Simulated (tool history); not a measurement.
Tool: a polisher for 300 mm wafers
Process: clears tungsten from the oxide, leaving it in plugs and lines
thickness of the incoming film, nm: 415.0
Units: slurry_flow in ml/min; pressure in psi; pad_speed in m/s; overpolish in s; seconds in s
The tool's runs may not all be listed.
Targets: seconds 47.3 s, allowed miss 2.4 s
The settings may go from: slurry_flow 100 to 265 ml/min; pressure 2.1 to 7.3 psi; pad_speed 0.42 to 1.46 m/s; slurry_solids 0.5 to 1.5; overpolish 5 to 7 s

run  hour  slurry_flow  pressure  pad_speed  slurry_solids  overpolish  seconds
  1     0          170       4.7       0.94              1           7    65.27
  2   4.7          140       4.7       0.94              1           7   66.273
  3  10.6          140       5.1       0.94              1           7   63.349
  4  18.2          140       4.1       0.94              1           7     74.2
  5  19.1          140       4.1       0.94              1           5   74.754
  6  24.1          140       4.7       0.96              1           5   65.509
  7  27.9          140       4.7       0.96              1           5   65.771
  8  33.6          140       5.1       0.96              1           5   60.704
  9  39.5          140       5.4       0.96              1           5   58.148

4 next moves are on the table. One of them brings every result within its allowed miss. Which?
  A  45.4          140       6.2        1.2            1.1           5        ?
  B  45.4          125       6.8       1.12            0.9           5        ?
  C  45.4          170       5.8       1.08           0.95           5        ?
  D  45.4          185       5.8       0.92           0.95           5        ?

move  seconds
   A   41.365
   B   43.897
   C   48.706
   D   56.149
A: takes the result that was furthest off past its target
B: takes the result that was furthest off past its target
C: meets every target
D: nearer than the last run, and not there yet
The right move is C.
